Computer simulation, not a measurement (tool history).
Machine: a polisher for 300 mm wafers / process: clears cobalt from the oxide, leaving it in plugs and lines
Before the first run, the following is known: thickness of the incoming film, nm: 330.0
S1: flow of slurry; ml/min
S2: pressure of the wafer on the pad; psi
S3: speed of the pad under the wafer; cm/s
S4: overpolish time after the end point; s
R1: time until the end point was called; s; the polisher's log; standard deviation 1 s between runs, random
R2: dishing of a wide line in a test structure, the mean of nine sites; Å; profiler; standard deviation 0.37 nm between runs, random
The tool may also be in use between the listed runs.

| run | hour | S1 | S2 | S3 | S4 | R1 | R2 |
|---|---|---|---|---|---|---|---|
| 1 | 0 | 250 | 1.2 | 82 | 26 | 121.99 | 425.79 |
| 2 | 7.2 | 250 | 1.2 | 82 | 21 | 119.19 | 368.11 |
| 3 | 13.4 | 245 | 1.3 | 82 | 18 | 115.93 | 343.72 |
| 4 | 20.7 | 245 | 1.4 | 82 | 18 | 105.93 | 368.02 |
| 5 | 29.3 | 245 | 1.2 | 82 | 18 | 120.51 | 326.97 |
| 6 | 33.9 | 245 | 1.2 | 64 | 18 | 148.36 | 287.54 |
| 7 | 40.8 | 220 | 1.3 | 70 | 15 | 130.41 | 272.93 |
| 8 | 42.7 | 200 | 1.4 | 74 | 13 | 117.02 | 272.14 |
| 9 | 48.2 | 185 | 1.5 | 76 | 12 | 107.66 | 265.86 |

Run 10, settings as shown, results not yet in. Your forecast:
| 10 | 55.4 | 175 | 1.6 | 78 | 11 | ? | ? |

{"run 10": {"R1": 101.27, "R2": 258.86}}
